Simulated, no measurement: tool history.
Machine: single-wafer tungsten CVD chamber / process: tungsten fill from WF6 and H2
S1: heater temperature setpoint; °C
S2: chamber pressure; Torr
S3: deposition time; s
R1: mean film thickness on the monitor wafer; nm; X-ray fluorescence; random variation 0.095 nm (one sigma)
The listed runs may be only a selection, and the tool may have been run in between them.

run 1 day=0 | S1=375 S2=51.1 S3=24.3 | R1=64.768
run 2 day=0.221 | S1=371 S2=51 S3=24.3 | R1=59.458
run 3 day=0.342 | S1=368 S2=51 S3=24.3 | R1=55.842
run 4 day=0.612 | S1=368 S2=51 S3=25.1 | R1=57.491
run 5 day=0.942 | S1=368 S2=43.6 S3=25.1 | R1=55.049
run 6 day=1.067 | S1=368 S2=43.6 S3=24.3 | R1=53.552

For run 7, what comes out?
run 7 day=1.092 | S1=366 S2=43.6 S3=24.3 | R1=?

R1: 51.141 nm

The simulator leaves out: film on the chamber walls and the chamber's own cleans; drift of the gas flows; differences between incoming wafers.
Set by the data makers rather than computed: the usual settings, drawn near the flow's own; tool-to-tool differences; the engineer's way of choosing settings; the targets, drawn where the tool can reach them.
